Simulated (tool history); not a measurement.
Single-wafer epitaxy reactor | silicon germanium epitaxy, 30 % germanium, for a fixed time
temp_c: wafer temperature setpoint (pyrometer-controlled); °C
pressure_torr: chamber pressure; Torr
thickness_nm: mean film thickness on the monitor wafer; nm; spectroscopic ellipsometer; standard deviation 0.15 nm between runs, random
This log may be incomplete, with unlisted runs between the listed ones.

Run 1, day 0.000: temp_c 580 °C, pressure_torr 16.8 Torr. Result: thickness_nm 39.628 nm.
Run 2, day 0.075: temp_c 584 °C, pressure_torr 16.8 Torr. Result: thickness_nm 43.104 nm.
Run 3, day 0.208: temp_c 592 °C, pressure_torr 16.8 Torr. Result: thickness_nm 51.357 nm.
Run 4, day 0.496: temp_c 592 °C, pressure_torr 18.4 Torr. Result: thickness_nm 53.280 nm.
Run 5, day 0.862: temp_c 593 °C, pressure_torr 18.4 Torr. Result: thickness_nm 54.513 nm.
Run 6, day 1.004: temp_c 588 °C, pressure_torr 18.4 Torr. Result: thickness_nm 48.652 nm.
Run 7, day 1.250: temp_c 590 °C, pressure_torr 18.4 Torr. Result: thickness_nm 50.863 nm.
Run 8, day 1.579: temp_c 591 °C, pressure_torr 18.4 Torr. Result: thickness_nm 52.243 nm.
Run 9, day 1.900: temp_c 592 °C, pressure_torr 18.4 Torr. Result: thickness_nm 53.146 nm.
Run 10, day 1.933: temp_c 593 °C, pressure_torr 18.4 Torr. Result: thickness_nm 54.360 nm.
Run 11, day 2.129: temp_c 594 °C, pressure_torr 18.4 Torr. Result: thickness_nm 55.334 nm.

Run 12 is up next; what results do you expect?
Run 12, day 2.442: temp_c 595 °C, pressure_torr 18.4 Torr. Result: thickness_nm ?.

thickness_nm: 56.691 nm

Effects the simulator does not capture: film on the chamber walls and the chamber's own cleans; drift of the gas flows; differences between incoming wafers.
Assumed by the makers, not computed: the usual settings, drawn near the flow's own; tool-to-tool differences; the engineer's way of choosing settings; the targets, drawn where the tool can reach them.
